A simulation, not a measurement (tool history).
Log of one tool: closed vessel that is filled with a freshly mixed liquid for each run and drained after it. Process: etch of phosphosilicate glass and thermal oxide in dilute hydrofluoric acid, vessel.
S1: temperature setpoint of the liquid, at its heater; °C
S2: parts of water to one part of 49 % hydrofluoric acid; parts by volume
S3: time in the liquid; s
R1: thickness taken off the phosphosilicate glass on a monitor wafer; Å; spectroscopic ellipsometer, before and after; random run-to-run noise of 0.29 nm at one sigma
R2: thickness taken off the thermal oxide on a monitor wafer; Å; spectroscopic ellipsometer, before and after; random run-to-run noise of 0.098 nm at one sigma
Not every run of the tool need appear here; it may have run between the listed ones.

| run | hour | S1 | S2 | S3 | R1 | R2 |
|---|---|---|---|---|---|---|
| 1 | 0 | 24 | 300 | 60 | 104.92 | 7.1865 |
| 2 | 6.5 | 24 | 225 | 60 | 152.73 | 11.264 |
| 3 | 13.8 | 26 | 195 | 60 | 193.52 | 13.091 |
| 4 | 15.3 | 26.5 | 165 | 60 | 242.92 | 17.121 |
| 5 | 24.2 | 27.5 | 155 | 60 | 272.81 | 19.038 |
| 6 | 31.2 | 27.5 | 60 | 60 | 778.44 | 53.627 |

Forecast run 7:
| 7 | 34.4 | 27 | 80 | 60 | ? | ? |

{"run 7": {"R1": 572.76, "R2": 42.205}}
